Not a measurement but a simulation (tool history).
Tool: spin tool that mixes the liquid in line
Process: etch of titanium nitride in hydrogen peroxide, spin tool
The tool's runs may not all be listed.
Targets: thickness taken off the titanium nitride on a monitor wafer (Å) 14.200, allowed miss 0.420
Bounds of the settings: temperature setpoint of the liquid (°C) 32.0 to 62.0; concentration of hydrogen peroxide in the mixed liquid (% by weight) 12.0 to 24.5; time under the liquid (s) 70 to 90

run	day	temperature setpoint of the liquid (°C)	concentration of hydrogen peroxide in the mixed liquid (% by weight)	time under the liquid (s)	thickness taken off the titanium nitride on a monitor wafer (Å)
1	0.000	46.0	16.5	90	17.661
2	0.225	46.0	14.5	90	16.866
3	0.458	52.0	14.5	90	25.650
4	0.554	49.5	14.5	90	21.836
5	0.817	47.5	14.5	90	18.917
6	1.067	46.0	14.5	90	16.748
7	1.412	45.5	14.5	90	16.143
8	1.467	45.0	14.5	90	15.782
9	1.642	44.5	14.5	90	15.108

4 next moves are on the table. One of them brings every result within its allowed miss. Which?
A	1.817	42.5	14.5	90	?
B	1.817	43.5	14.5	90	?
C	1.817	46.5	12.0	70	?
D	1.817	45.5	14.5	90	?

move	thickness taken off the titanium nitride on a monitor wafer (Å)
A	13.025
B	14.046
C	13.131
D	16.311
A: takes the result that was furthest off past its target
B: meets every target
C: takes the result that was furthest off past its target
D: further off than the last run
Answer: B
